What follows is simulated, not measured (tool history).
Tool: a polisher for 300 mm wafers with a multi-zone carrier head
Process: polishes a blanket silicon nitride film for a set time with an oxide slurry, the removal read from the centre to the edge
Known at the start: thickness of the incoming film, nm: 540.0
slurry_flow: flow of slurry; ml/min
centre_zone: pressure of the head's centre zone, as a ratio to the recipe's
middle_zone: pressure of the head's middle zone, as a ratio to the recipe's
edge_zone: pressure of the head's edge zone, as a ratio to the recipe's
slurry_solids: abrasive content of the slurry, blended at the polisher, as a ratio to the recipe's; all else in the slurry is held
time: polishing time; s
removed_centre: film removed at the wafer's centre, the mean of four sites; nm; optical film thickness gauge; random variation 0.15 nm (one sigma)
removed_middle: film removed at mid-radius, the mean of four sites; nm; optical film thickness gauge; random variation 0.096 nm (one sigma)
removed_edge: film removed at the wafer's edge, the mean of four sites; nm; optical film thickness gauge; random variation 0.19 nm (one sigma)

Run 1, hour 0: slurry_flow 285 ml/min, centre_zone 1, middle_zone 1, edge_zone 1, slurry_solids 1, time 32 s. Result: removed_centre 20.16 nm, removed_middle 18.594 nm, removed_edge 18.315 nm.
Run 2, hour 5: slurry_flow 280 ml/min, centre_zone 1, middle_zone 0.95, edge_zone 0.98, slurry_solids 0.85, time 32 s. Result: removed_centre 18.26 nm, removed_middle 16.151 nm, removed_edge 16.178 nm.
Run 3, hour 11.1: slurry_flow 270 ml/min, centre_zone 0.99, middle_zone 0.91, edge_zone 0.97, slurry_solids 0.8, time 32 s. Result: removed_centre 17.575 nm, removed_middle 15.073 nm, removed_edge 15.497 nm.
Run 4, hour 14.2: slurry_flow 270 ml/min, centre_zone 0.99, middle_zone 0.91, edge_zone 0.97, slurry_solids 0.75, time 32 s. Result: removed_centre 16.251 nm, removed_middle 14.199 nm, removed_edge 15.159 nm.
Run 5, hour 20.5: slurry_flow 270 ml/min, centre_zone 0.99, middle_zone 0.91, edge_zone 1.01, slurry_solids 0.75, time 32 s. Result: removed_centre 16.151 nm, removed_middle 14.339 nm, removed_edge 14.995 nm.
Run 6, hour 24.3: slurry_flow 265 ml/min, centre_zone 1, middle_zone 0.89, edge_zone 1, slurry_solids 0.7, time 32 s. Result: removed_centre 15.702 nm, removed_middle 13.339 nm, removed_edge 14.331 nm.
Run 7, hour 26.9: slurry_flow 255 ml/min, centre_zone 1.01, middle_zone 0.88, edge_zone 1, slurry_solids 0.7, time 32 s. Result: removed_centre 15.749 nm, removed_middle 13.338 nm, removed_edge 14.286 nm.
Run 8, hour 33.2: slurry_flow 250 ml/min, centre_zone 1.02, middle_zone 0.81, edge_zone 0.95, slurry_solids 0.65, time 32 s. Result: removed_centre 15.09 nm, removed_middle 11.896 nm, removed_edge 13.068 nm.
Run 9, hour 33.8: slurry_flow 260 ml/min, centre_zone 1.02, middle_zone 0.82, edge_zone 0.96, slurry_solids 0.65, time 32 s. Result: removed_centre 14.895 nm, removed_middle 12.15 nm, removed_edge 13.11 nm.

Run 10 comes next. What will it give?
Run 10, hour 41.1: slurry_flow 255 ml/min, centre_zone 1.02, middle_zone 0.82, edge_zone 0.97, slurry_solids 0.65, time 32 s. Result: removed_centre ?, removed_middle ?, removed_edge ?.

Run 10 gave removed_centre 14.96 nm, removed_middle 11.837 nm, removed_edge 13.074 nm.
